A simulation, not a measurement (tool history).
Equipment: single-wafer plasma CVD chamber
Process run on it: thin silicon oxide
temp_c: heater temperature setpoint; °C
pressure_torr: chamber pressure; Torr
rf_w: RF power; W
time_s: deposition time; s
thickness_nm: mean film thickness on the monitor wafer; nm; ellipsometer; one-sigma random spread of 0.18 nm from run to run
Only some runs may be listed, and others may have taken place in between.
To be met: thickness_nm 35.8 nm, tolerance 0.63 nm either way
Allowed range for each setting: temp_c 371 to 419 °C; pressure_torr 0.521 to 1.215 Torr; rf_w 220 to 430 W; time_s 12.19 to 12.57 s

run 1 hour=0 | temp_c=395 pressure_torr=0.868 rf_w=325 time_s=12.19 | thickness_nm=27.544
run 2 hour=4.3 | temp_c=405 pressure_torr=0.868 rf_w=325 time_s=12.19 | thickness_nm=27.071
run 3 hour=11.2 | temp_c=404 pressure_torr=0.927 rf_w=325 time_s=12.19 | thickness_nm=28.851
run 4 hour=16.3 | temp_c=404 pressure_torr=0.972 rf_w=325 time_s=12.19 | thickness_nm=30.297
run 5 hour=20.2 | temp_c=404 pressure_torr=0.972 rf_w=355 time_s=12.19 | thickness_nm=31.2
run 6 hour=25.9 | temp_c=404 pressure_torr=0.972 rf_w=335 time_s=12.19 | thickness_nm=30.381
run 7 hour=32.4 | temp_c=404 pressure_torr=0.972 rf_w=335 time_s=12.19 | thickness_nm=30.485
run 8 hour=38 | temp_c=404 pressure_torr=1.006 rf_w=335 time_s=12.19 | thickness_nm=31.595
run 9 hour=45.5 | temp_c=404 pressure_torr=1.032 rf_w=335 time_s=12.19 | thickness_nm=31.693
run 10 hour=48.3 | temp_c=404 pressure_torr=1.065 rf_w=335 time_s=12.19 | thickness_nm=32.61

Next run, 5 choices. One meets every target within its allowed miss, the rest don't. Which?
run A hour=51.1 | temp_c=410 pressure_torr=0.941 rf_w=315 time_s=12.19 | thickness_nm=?
run B hour=51.1 | temp_c=407 pressure_torr=1.138 rf_w=340 time_s=12.57 | thickness_nm=?
run C hour=51.1 | temp_c=398 pressure_torr=0.993 rf_w=325 time_s=12.57 | thickness_nm=?
run D hour=51.1 | temp_c=402 pressure_torr=0.99 rf_w=320 time_s=12.19 | thickness_nm=?
run E hour=51.1 | temp_c=409 pressure_torr=1.074 rf_w=330 time_s=12.25 | thickness_nm=?

move=A thickness_nm=28.792
move=B thickness_nm=35.295
move=C thickness_nm=31.585
move=D thickness_nm=30.339
move=E thickness_nm=32.596
A: moves away from the targets compared with the last run
B: meets every target
C: moves away from the targets compared with the last run
D: moves away from the targets compared with the last run
E: no better and no worse than the last run
So the answer is move B, the one that meets all the targets.

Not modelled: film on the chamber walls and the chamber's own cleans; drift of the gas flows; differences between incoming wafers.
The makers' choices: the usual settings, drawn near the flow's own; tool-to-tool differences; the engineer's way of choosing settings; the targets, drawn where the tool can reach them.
